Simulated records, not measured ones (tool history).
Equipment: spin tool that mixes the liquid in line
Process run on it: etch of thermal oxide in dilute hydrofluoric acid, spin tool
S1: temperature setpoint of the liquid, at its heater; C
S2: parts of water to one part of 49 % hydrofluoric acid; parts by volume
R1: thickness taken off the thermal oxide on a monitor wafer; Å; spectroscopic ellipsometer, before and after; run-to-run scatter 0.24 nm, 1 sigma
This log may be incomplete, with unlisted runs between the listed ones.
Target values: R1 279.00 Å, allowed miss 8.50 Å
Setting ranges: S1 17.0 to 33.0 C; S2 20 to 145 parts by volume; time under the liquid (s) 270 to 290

{"run": 1, "hour": 0.0, "S1": 25.0, "S2": 80, "time under the liquid (s)": 270, "R1": 169.98}
{"run": 2, "hour": 8.1, "S1": 28.5, "S2": 80, "time under the liquid (s)": 270, "R1": 193.26}
{"run": 3, "hour": 11.9, "S1": 32.0, "S2": 80, "time under the liquid (s)": 270, "R1": 220.92}
{"run": 4, "hour": 17.6, "S1": 32.0, "S2": 95, "time under the liquid (s)": 270, "R1": 183.56}
{"run": 5, "hour": 21.8, "S1": 32.0, "S2": 95, "time under the liquid (s)": 290, "R1": 198.91}
{"run": 6, "hour": 27.8, "S1": 32.0, "S2": 90, "time under the liquid (s)": 290, "R1": 208.66}
{"run": 7, "hour": 30.7, "S1": 32.0, "S2": 85, "time under the liquid (s)": 290, "R1": 223.27}
{"run": 8, "hour": 38.0, "S1": 32.5, "S2": 75, "time under the liquid (s)": 290, "R1": 263.44}
{"run": 9, "hour": 40.3, "S1": 33.0, "S2": 75, "time under the liquid (s)": 290, "R1": 264.8}
{"run": 10, "hour": 43.6, "S1": 33.0, "S2": 70, "time under the liquid (s)": 290, "R1": 284.3}
{"run": 11, "hour": 49.8, "S1": 33.0, "S2": 70, "time under the liquid (s)": 290, "R1": 285.89}

Of the 4 settings listed for the next run, only one would bring every result within its allowed miss of target. Which one?
{"run": "A", "hour": 56.0, "S1": 32.0, "S2": 65, "time under the liquid (s)": 290, "R1": "?"}
{"run": "B", "hour": 56.0, "S1": 29.5, "S2": 60, "time under the liquid (s)": 290, "R1": "?"}
{"run": "C", "hour": 56.0, "S1": 33.0, "S2": 70, "time under the liquid (s)": 280, "R1": "?"}
{"run": "D", "hour": 56.0, "S1": 27.5, "S2": 55, "time under the liquid (s)": 280, "R1": "?"}

move=A R1=303.29
move=B R1=300.69
move=C R1=280.16
move=D R1=294.84
A: further off than the last run
B: further off than the last run
C: in spec on every target
D: further off than the last run
C meets every target.
